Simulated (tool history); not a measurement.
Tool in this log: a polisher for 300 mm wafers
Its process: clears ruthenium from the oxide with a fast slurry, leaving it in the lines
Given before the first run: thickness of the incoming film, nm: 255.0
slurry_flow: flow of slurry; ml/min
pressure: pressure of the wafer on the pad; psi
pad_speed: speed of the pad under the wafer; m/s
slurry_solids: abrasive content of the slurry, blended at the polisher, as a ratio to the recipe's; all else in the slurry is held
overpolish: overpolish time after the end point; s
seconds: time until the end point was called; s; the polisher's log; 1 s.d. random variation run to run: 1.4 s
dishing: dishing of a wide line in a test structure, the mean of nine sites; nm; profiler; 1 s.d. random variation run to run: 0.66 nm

{"run": 1, "day": 0.0, "slurry_flow": 120, "pressure": 1.7, "pad_speed": 0.98, "slurry_solids": 1.0, "overpolish": 25, "seconds": 112.8, "dishing": 41.545}
{"run": 2, "day": 0.05, "slurry_flow": 120, "pressure": 1.4, "pad_speed": 0.98, "slurry_solids": 1.0, "overpolish": 25, "seconds": 133.12, "dishing": 35.663}
{"run": 3, "day": 0.079, "slurry_flow": 120, "pressure": 1.2, "pad_speed": 0.98, "slurry_solids": 1.0, "overpolish": 25, "seconds": 154.17, "dishing": 31.658}
{"run": 4, "day": 0.429, "slurry_flow": 105, "pressure": 1.2, "pad_speed": 0.98, "slurry_solids": 1.0, "overpolish": 25, "seconds": 162.48, "dishing": 30.511}
{"run": 5, "day": 0.788, "slurry_flow": 105, "pressure": 1.2, "pad_speed": 0.86, "slurry_solids": 1.0, "overpolish": 25, "seconds": 180.93, "dishing": 26.823}
{"run": 6, "day": 1.029, "slurry_flow": 110, "pressure": 1.5, "pad_speed": 0.88, "slurry_solids": 0.95, "overpolish": 28, "seconds": 148.9, "dishing": 36.142}

What will run 7 give?
{"run": 7, "day": 1.321, "slurry_flow": 130, "pressure": 2.0, "pad_speed": 0.88, "slurry_solids": 0.9, "overpolish": 33, "seconds": "?", "dishing": "?"}

seconds: 112.41 s
dishing: 51.654 nm
